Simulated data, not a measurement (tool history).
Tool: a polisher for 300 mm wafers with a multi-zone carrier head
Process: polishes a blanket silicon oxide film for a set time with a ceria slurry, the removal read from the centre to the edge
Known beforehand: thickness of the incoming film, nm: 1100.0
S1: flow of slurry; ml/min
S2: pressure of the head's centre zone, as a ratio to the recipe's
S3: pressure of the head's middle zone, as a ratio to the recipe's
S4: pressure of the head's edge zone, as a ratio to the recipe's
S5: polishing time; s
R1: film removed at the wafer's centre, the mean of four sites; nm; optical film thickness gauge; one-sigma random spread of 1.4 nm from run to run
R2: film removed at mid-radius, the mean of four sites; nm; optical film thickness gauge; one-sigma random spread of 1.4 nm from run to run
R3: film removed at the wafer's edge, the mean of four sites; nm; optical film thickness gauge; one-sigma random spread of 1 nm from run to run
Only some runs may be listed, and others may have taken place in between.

{"run": 1, "hour": 0.0, "S1": 300, "S2": 1.0, "S3": 1.0, "S4": 1.0, "S5": 43, "R1": 203.1, "R2": 206.19, "R3": 199.19}
{"run": 2, "hour": 8.4, "S1": 300, "S2": 1.0, "S3": 1.08, "S4": 1.0, "S5": 43, "R1": 203.11, "R2": 218.74, "R3": 199.37}
{"run": 3, "hour": 17.0, "S1": 300, "S2": 1.0, "S3": 1.08, "S4": 1.0, "S5": 33, "R1": 155.89, "R2": 165.12, "R3": 152.46}
{"run": 4, "hour": 23.1, "S1": 290, "S2": 0.99, "S3": 1.04, "S4": 0.98, "S5": 32, "R1": 149.64, "R2": 154.23, "R3": 145.95}
{"run": 5, "hour": 30.1, "S1": 290, "S2": 0.94, "S3": 1.04, "S4": 0.98, "S5": 32, "R1": 142.35, "R2": 157.47, "R3": 146.24}
{"run": 6, "hour": 34.0, "S1": 290, "S2": 1.01, "S3": 1.04, "S4": 0.98, "S5": 32, "R1": 152.75, "R2": 154.5, "R3": 145.91}

What does the tool deliver on the next run?
{"run": 7, "hour": 39.4, "S1": 275, "S2": 1.0, "S3": 1.02, "S4": 0.97, "S5": 32, "R1": "?", "R2": "?", "R3": "?"}

{"run 7": {"R1": 147.23, "R2": 151.45, "R3": 145.32}}
